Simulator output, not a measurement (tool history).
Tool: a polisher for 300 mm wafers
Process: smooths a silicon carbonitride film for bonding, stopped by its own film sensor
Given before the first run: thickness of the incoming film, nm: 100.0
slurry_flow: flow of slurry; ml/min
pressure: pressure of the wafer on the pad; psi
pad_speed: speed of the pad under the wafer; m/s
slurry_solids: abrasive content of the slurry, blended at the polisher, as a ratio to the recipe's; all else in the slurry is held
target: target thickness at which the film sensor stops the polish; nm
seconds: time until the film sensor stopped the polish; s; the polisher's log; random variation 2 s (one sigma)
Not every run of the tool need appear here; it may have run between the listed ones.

| run | day | slurry_flow | pressure | pad_speed | slurry_solids | target | seconds |
|---|---|---|---|---|---|---|---|
| 1 | 0 | 195 | 1.3 | 0.72 | 1 | 90 | 74.813 |
| 2 | 0.162 | 195 | 1.3 | 0.72 | 1.15 | 90 | 69.121 |
| 3 | 0.458 | 195 | 1.2 | 0.7 | 1.15 | 90 | 75.698 |
| 4 | 0.662 | 195 | 1.1 | 0.68 | 1.15 | 90 | 82.845 |
| 5 | 0.812 | 195 | 1 | 0.66 | 1.15 | 90 | 96.097 |
| 6 | 0.938 | 195 | 1 | 0.78 | 1.15 | 90 | 83.706 |

Run 7 comes next. What will it give?
| 7 | 1.275 | 195 | 0.9 | 0.76 | 1.15 | 90 | ? |

seconds: 92.863 s

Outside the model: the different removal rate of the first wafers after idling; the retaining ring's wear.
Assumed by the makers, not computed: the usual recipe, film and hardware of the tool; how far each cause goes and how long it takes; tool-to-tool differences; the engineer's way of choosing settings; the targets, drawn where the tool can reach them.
